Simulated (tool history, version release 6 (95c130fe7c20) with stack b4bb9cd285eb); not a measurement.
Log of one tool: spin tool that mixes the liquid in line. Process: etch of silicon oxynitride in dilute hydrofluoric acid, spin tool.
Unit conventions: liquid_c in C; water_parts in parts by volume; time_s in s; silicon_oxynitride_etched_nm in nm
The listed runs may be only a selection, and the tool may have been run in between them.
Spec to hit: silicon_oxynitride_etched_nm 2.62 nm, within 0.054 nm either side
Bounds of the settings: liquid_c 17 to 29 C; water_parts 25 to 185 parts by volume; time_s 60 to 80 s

Run 1, hour 0: liquid_c 21 C, water_parts 105 parts by volume, time_s 80 s. Result: silicon_oxynitride_etched_nm 1.6411 nm.
Run 2, hour 1: liquid_c 23.5 C, water_parts 105 parts by volume, time_s 80 s. Result: silicon_oxynitride_etched_nm 1.8387 nm.
Run 3, hour 7.6: liquid_c 23.5 C, water_parts 105 parts by volume, time_s 80 s. Result: silicon_oxynitride_etched_nm 1.8305 nm.
Run 4, hour 13.6: liquid_c 23.5 C, water_parts 105 parts by volume, time_s 60 s. Result: silicon_oxynitride_etched_nm 1.3639 nm.
Run 5, hour 16.3: liquid_c 24.5 C, water_parts 95 parts by volume, time_s 60 s. Result: silicon_oxynitride_etched_nm 1.5977 nm.
Run 6, hour 19: liquid_c 27 C, water_parts 95 parts by volume, time_s 60 s. Result: silicon_oxynitride_etched_nm 1.7942 nm.
Run 7, hour 21.1: liquid_c 27.5 C, water_parts 85 parts by volume, time_s 60 s. Result: silicon_oxynitride_etched_nm 2.0935 nm.
Run 8, hour 25.2: liquid_c 28 C, water_parts 80 parts by volume, time_s 60 s. Result: silicon_oxynitride_etched_nm 2.2879 nm.
Run 9, hour 31.4: liquid_c 28.5 C, water_parts 75 parts by volume, time_s 60 s. Result: silicon_oxynitride_etched_nm 2.4814 nm.
Run 10, hour 38.8: liquid_c 29 C, water_parts 70 parts by volume, time_s 60 s. Result: silicon_oxynitride_etched_nm 2.7513 nm.
Run 11, hour 42.7: liquid_c 28.5 C, water_parts 70 parts by volume, time_s 60 s. Result: silicon_oxynitride_etched_nm 2.7073 nm.

Of the 4 settings listed for the next run, only one would bring every result within its allowed miss of target. Which one?
Run A, hour 46.6: liquid_c 26 C, water_parts 75 parts by volume, time_s 75 s. Result: silicon_oxynitride_etched_nm ?.
Run B, hour 46.6: liquid_c 26.5 C, water_parts 65 parts by volume, time_s 60 s. Result: silicon_oxynitride_etched_nm ?.
Run C, hour 46.6: liquid_c 23.5 C, water_parts 60 parts by volume, time_s 60 s. Result: silicon_oxynitride_etched_nm ?.
Run D, hour 46.6: liquid_c 29 C, water_parts 100 parts by volume, time_s 80 s. Result: silicon_oxynitride_etched_nm ?.

move  silicon_oxynitride_etched_nm
   A                        2.7575
   B                        2.6302
   C                        2.4781
   D                        2.4746
A: further off than the last run
B: all results land within tolerance of their targets
C: the result that was furthest off in the last run now lies on the other side of its target
D: the result that was furthest off in the last run now lies on the other side of its target
Answer: B
